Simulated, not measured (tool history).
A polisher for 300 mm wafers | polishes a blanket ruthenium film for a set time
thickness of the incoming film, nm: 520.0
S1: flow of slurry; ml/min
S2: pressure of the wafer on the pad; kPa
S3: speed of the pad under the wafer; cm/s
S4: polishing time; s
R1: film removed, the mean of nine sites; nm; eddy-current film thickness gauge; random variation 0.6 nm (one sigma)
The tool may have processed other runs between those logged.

run 1 day=0.000 | S1=180 S2=11.0 S3=112 S4=89 | R1=96.557
run 2 day=0.125 | S1=180 S2=11.0 S3=112 S4=94 | R1=101.670
run 3 day=0.296 | S1=180 S2=13.1 S3=112 S4=94 | R1=118.680
run 4 day=0.575 | S1=175 S2=11.0 S3=112 S4=94 | R1=101.900
run 5 day=0.638 | S1=220 S2=11.0 S3=112 S4=94 | R1=106.440
run 6 day=0.775 | S1=210 S2=9.7 S3=112 S4=94 | R1=90.612
run 7 day=1.042 | S1=205 S2=9.0 S3=112 S4=94 | R1=86.584

For run 8, what comes out?
run 8 day=1.142 | S1=200 S2=8.3 S3=112 S4=94 | R1=?

{"run 8": {"R1": 80.865}}
